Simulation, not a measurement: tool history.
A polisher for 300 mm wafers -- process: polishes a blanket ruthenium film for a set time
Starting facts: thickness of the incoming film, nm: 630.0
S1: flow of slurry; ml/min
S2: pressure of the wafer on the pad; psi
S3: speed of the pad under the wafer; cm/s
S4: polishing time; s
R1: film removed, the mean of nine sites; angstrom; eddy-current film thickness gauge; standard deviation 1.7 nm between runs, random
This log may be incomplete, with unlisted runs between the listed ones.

run	hour	S1	S2	S3	S4	R1
1	0.0	270	2.4	128	79	1484.1
2	3.2	335	2.4	128	79	1504.6
3	5.8	335	2.4	128	79	1475.4
4	13.6	335	2.3	128	79	1430.6
5	17.7	335	2.3	128	83	1500.5
6	18.5	300	2.3	128	83	1508.9
7	19.7	300	2.2	128	83	1396.4

Run 8 is up next; what results do you expect?
8	27.6	300	2.0	128	83	?

Run 8 measured R1 1318.5 angstrom.
